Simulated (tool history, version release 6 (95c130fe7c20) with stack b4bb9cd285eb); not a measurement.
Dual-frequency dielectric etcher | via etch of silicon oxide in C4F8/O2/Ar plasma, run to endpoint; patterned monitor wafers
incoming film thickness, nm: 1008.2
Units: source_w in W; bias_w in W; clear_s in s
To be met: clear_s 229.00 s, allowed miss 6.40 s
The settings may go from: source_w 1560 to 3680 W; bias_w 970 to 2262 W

run    day  source_w  bias_w  clear_s
  1  0.000      2620    1616   199.64
  2  0.275      2620    1801   193.61
  3  0.492      2620    1634   198.36
  4  0.583      2220    1634   217.67
  5  0.854      2450    1634   204.81
  6  0.904      2370    1620   206.53
  7  1.004      2370    1620   209.72
  8  1.325      2310    1610   213.69
  9  1.471      2270    1603   215.69
 10  1.617      2230    1597   218.75
 11  1.862      2200    1593   221.03
 12  1.967      2180    1590   217.33

Which of these 5 next moves meets every target?
  A  2.071      2460    1865        ?
  B  2.071      2150    1456        ?
  C  2.071      2530    1792        ?
  D  2.071      2350    1675        ?
  E  2.071      2350    1595        ?

move  clear_s
   A   195.06
   B   229.97
   C   195.21
   D   207.96
   E   211.86
A: further off than the last run
B: meets every target
C: further off than the last run
D: further off than the last run
E: further off than the last run
Answer: B

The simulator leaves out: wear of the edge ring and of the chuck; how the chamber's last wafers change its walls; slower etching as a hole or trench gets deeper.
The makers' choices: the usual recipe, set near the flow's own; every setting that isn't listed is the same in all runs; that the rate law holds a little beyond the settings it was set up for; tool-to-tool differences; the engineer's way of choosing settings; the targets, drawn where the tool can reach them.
